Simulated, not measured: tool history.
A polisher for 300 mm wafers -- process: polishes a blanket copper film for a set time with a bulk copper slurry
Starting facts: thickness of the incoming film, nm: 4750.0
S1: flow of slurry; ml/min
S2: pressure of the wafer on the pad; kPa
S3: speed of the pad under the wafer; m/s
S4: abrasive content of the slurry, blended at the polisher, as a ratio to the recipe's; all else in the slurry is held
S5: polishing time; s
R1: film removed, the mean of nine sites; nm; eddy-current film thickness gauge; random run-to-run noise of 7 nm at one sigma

{"run": 1, "hour": 0.0, "S1": 240, "S2": 20, "S3": 1.28, "S4": 1, "S5": 97, "R1": 1252.1}
{"run": 2, "hour": 4.0, "S1": 240, "S2": 20, "S3": 1.46, "S4": 1, "S5": 97, "R1": 1432.8}
{"run": 3, "hour": 9.8, "S1": 240, "S2": 20, "S3": 1.46, "S4": 1, "S5": 101, "R1": 1468.8}
{"run": 4, "hour": 10.7, "S1": 240, "S2": 15.9, "S3": 1.46, "S4": 1, "S5": 101, "R1": 1218.5}
{"run": 5, "hour": 16.1, "S1": 240, "S2": 15.9, "S3": 1.46, "S4": 1, "S5": 97, "R1": 1172.2}
{"run": 6, "hour": 16.7, "S1": 240, "S2": 15.9, "S3": 1.46, "S4": 0.8, "S5": 97, "R1": 1145.8}
{"run": 7, "hour": 17.7, "S1": 240, "S2": 14.5, "S3": 1.44, "S4": 0.8, "S5": 97, "R1": 1030.7}
{"run": 8, "hour": 19.6, "S1": 240, "S2": 13.8, "S3": 1.44, "S4": 0.8, "S5": 97, "R1": 1000.2}

What will run 9 give?
{"run": 9, "hour": 23.9, "S1": 240, "S2": 13.1, "S3": 1.44, "S4": 0.8, "S5": 97, "R1": "?"}

R1: 961.51 nm
